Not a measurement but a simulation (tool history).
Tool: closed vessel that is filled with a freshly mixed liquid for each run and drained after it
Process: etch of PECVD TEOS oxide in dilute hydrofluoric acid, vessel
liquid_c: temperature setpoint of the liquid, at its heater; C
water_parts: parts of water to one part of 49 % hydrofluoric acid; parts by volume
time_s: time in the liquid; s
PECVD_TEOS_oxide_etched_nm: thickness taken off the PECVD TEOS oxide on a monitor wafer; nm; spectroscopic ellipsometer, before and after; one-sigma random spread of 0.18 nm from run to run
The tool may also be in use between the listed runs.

run	day	liquid_c	water_parts	time_s	PECVD_TEOS_oxide_etched_nm
1	0.000	24.0	60	95	21.800
2	0.092	24.0	50	95	26.449
3	0.262	24.0	50	95	26.485
4	0.429	24.0	40	95	33.722
5	0.621	27.0	40	95	37.712
6	0.908	25.5	40	95	35.382
7	1.188	24.5	40	95	34.345

The next listed run, before its measurement:
8	1.246	23.5	40	95	?

{"run 8": {"PECVD_TEOS_oxide_etched_nm": 32.95}}

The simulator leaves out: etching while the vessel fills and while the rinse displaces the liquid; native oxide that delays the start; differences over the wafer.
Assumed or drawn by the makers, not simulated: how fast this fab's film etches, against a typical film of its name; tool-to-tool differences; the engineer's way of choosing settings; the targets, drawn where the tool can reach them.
